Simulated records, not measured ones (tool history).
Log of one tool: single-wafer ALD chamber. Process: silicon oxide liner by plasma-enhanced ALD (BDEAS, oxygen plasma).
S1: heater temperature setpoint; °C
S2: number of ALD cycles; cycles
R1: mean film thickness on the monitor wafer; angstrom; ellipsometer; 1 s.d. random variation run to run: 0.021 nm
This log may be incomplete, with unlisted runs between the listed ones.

{"run": 1, "hour": 0.0, "S1": 320, "S2": 52, "R1": 47.238}
{"run": 2, "hour": 1.4, "S1": 320, "S2": 55, "R1": 49.614}
{"run": 3, "hour": 3.2, "S1": 315, "S2": 55, "R1": 50.534}
{"run": 4, "hour": 10.2, "S1": 317, "S2": 51, "R1": 46.761}
{"hour": 15.2, "done": "thermocouple changed; heater temperature recalibrated"}
{"run": 5, "hour": 15.2, "S1": 317, "S2": 45, "R1": 41.334}
{"run": 6, "hour": 16.1, "S1": 310, "S2": 45, "R1": 41.567}
{"run": 7, "hour": 18.4, "S1": 310, "S2": 43, "R1": 39.614}
{"run": 8, "hour": 25.3, "S1": 310, "S2": 42, "R1": 39.136}

What will run 9 give?
{"run": 9, "hour": 34.3, "S1": 310, "S2": 41, "R1": "?"}

R1: 37.887 angstrom
